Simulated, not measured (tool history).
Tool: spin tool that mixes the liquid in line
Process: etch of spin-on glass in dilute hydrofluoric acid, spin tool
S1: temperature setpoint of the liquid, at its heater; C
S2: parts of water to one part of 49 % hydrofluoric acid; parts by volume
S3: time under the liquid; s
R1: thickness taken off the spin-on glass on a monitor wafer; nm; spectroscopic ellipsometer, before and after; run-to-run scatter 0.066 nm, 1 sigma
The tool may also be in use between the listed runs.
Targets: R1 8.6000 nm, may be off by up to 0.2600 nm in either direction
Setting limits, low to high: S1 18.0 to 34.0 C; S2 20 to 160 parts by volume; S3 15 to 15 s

run 1 hour=0.0 | S1=26.0 S2=90 S3=15 | R1=12.1600
run 2 hour=4.1 | S1=24.5 S2=90 S3=15 | R1=11.6720
run 3 hour=12.8 | S1=24.5 S2=90 S3=15 | R1=11.6310
run 4 hour=21.3 | S1=24.5 S2=110 S3=15 | R1=9.2318
run 5 hour=29.1 | S1=24.5 S2=110 S3=15 | R1=9.3045
run 6 hour=30.9 | S1=24.5 S2=130 S3=15 | R1=7.7407
run 7 hour=35.6 | S1=25.0 S2=130 S3=15 | R1=7.9030
run 8 hour=40.5 | S1=25.5 S2=130 S3=15 | R1=7.9855
run 9 hour=48.7 | S1=26.0 S2=130 S3=15 | R1=8.1895
-- hour=51.8 hydrofluoric acid flow meter replaced
run 10 hour=51.8 | S1=26.5 S2=130 S3=15 | R1=7.6958
run 11 hour=54.1 | S1=26.5 S2=125 S3=15 | R1=8.0395

Below are 4 possible settings for the next run. Only one of them brings all results inside the allowed miss of their targets. Which is it?
run A hour=56.4 | S1=26.0 S2=125 S3=15 | R1=?
run B hour=56.4 | S1=27.5 S2=130 S3=15 | R1=?
run C hour=56.4 | S1=24.5 S2=105 S3=15 | R1=?
run D hour=56.4 | S1=25.5 S2=115 S3=15 | R1=?

move=A R1=7.8235
move=B R1=7.9117
move=C R1=9.0080
move=D R1=8.4463
A: the biggest miss grows against the last run
B: the biggest miss grows against the last run
C: the result that was furthest off in the last run now lies on the other side of its target
D: hits every target within its allowed miss
The move that meets every target is D.
